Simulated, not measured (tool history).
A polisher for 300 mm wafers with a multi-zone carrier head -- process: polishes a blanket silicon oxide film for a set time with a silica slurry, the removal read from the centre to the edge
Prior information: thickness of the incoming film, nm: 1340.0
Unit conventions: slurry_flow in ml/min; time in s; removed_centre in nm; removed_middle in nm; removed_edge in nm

| run | hour | slurry_flow | centre_zone | middle_zone | edge_zone | slurry_solids | time | removed_centre | removed_middle | removed_edge |
|---|---|---|---|---|---|---|---|---|---|---|
| 1 | 0.0 | 260 | 1.00 | 1.00 | 1.00 | 1.00 | 59 | 221.37 | 227.34 | 226.73 |
| 2 | 1.2 | 260 | 1.00 | 1.07 | 1.00 | 1.00 | 59 | 223.07 | 240.22 | 228.76 |
| 3 | 7.7 | 260 | 1.00 | 1.06 | 1.02 | 1.05 | 59 | 226.70 | 240.90 | 234.00 |
| 4 | 16.5 | 260 | 1.00 | 1.06 | 1.02 | 0.95 | 59 | 217.22 | 237.04 | 222.12 |
| 5 | 19.8 | 260 | 1.05 | 1.06 | 1.02 | 0.95 | 59 | 234.54 | 234.83 | 226.23 |
| 6 | 23.2 | 260 | 1.05 | 1.06 | 0.95 | 0.95 | 59 | 231.73 | 242.15 | 219.06 |
| 7 | 28.5 | 260 | 1.05 | 1.06 | 0.97 | 1.00 | 59 | 237.82 | 244.14 | 225.35 |

Predict the results of run 8:
| 8 | 32.9 | 260 | 1.05 | 1.06 | 0.99 | 1.05 | 59 | ? | ? | ? |

For run 8 the tool returned removed_centre 240.27 nm, removed_middle 241.78 nm, removed_edge 232.69 nm.
